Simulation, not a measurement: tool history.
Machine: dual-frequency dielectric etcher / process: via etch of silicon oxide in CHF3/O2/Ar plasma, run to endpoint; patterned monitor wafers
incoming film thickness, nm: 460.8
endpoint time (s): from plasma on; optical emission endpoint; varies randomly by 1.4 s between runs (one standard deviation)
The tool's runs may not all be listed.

run,hour,source power (kW),bias power (kW),endpoint time (s)
1,0,0.72,0.212,198.6
2,8.9,0.75,0.215,196.29
3,17.8,0.75,0.232,190.38
4,23.7,0.69,0.232,197.01
5,32.1,0.69,0.215,199.59
6,37.9,0.57,0.215,215.46
# hour 40.8: bias power generator calibrated
7,40.8,0.63,0.222,213.45
8,44.9,0.68,0.225,201.7

What will run 9 give?
9,46.7,0.72,0.229,?

Run 9 yielded endpoint time (s) 198.07.

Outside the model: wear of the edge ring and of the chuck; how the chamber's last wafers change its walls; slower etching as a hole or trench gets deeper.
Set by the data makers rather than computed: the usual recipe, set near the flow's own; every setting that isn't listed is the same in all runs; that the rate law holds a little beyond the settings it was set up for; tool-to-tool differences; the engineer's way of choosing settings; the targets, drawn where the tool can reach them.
